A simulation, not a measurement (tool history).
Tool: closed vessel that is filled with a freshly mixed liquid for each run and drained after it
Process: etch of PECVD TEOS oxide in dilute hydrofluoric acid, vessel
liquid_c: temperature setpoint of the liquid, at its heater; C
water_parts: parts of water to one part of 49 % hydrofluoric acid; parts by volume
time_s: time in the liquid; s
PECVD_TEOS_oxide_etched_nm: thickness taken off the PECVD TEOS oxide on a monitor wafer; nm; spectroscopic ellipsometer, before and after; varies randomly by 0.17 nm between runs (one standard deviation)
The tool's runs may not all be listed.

run	hour	liquid_c	water_parts	time_s	PECVD_TEOS_oxide_etched_nm
1	0	21	55	100	28.652
2	9	21	55	110	31.313
3	18.1	21	55	100	28.377
4	24.8	18	55	100	25.051
5	30.9	17.5	55	100	24.088
6	33.2	17	55	100	24.005

Expected results for the next run?
7	34.8	17	55	100	?

Run 7 produced PECVD_TEOS_oxide_etched_nm 24.179 nm.
